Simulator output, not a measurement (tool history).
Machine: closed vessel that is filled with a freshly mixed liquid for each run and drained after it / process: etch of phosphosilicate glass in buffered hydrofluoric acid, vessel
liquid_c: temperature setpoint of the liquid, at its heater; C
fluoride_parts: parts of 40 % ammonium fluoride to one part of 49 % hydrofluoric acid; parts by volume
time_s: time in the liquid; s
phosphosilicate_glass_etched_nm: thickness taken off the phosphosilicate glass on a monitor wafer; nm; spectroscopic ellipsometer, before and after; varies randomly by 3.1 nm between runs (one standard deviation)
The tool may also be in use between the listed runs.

run,hour,liquid_c,fluoride_parts,time_s,phosphosilicate_glass_etched_nm
1,0.0,25.0,10.5,95,846.96
2,4.5,25.0,13.5,95,662.26
3,8.8,25.0,13.5,100,691.65
4,15.7,22.5,13.5,100,610.45
5,20.3,24.0,13.5,100,655.98
6,29.2,24.0,10.5,100,841.96
# hour 36.7: thermometer replaced
7,36.7,23.0,10.5,100,841.51

Expected results for the next run?
8,45.1,22.5,10.5,100,?

Run 8 measured phosphosilicate_glass_etched_nm 824.10 nm.
